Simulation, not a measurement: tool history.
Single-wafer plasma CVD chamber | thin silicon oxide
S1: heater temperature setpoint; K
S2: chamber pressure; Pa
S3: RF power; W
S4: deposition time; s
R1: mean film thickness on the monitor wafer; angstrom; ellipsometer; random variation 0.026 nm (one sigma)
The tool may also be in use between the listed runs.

run 1 hour=0.0 | S1=658.15 S2=79.9 S3=260 S4=9.7 | R1=120.73
run 2 hour=6.4 | S1=658.15 S2=79.9 S3=245 S4=9.7 | R1=117.76
run 3 hour=15.0 | S1=658.15 S2=79.9 S3=280 S4=9.7 | R1=125.63
run 4 hour=15.7 | S1=658.15 S2=77.2 S3=280 S4=9.7 | R1=121.28
run 5 hour=17.3 | S1=658.15 S2=74.8 S3=280 S4=9.7 | R1=117.21
run 6 hour=21.6 | S1=658.15 S2=72.7 S3=280 S4=9.7 | R1=113.87
run 7 hour=28.6 | S1=658.15 S2=70.8 S3=280 S4=9.7 | R1=110.78
run 8 hour=34.5 | S1=658.15 S2=69.2 S3=280 S4=9.7 | R1=108.81
run 9 hour=39.9 | S1=658.15 S2=67.7 S3=280 S4=9.7 | R1=106.62
run 10 hour=40.7 | S1=658.15 S2=66.4 S3=280 S4=9.7 | R1=104.86
run 11 hour=46.3 | S1=658.15 S2=65.2 S3=280 S4=9.7 | R1=102.81
run 12 hour=49.2 | S1=658.15 S2=64.3 S3=280 S4=9.7 | R1=100.58

Forecast run 13:
run 13 hour=58.0 | S1=658.15 S2=63.6 S3=280 S4=9.7 | R1=?

R1: 100.01 angstrom

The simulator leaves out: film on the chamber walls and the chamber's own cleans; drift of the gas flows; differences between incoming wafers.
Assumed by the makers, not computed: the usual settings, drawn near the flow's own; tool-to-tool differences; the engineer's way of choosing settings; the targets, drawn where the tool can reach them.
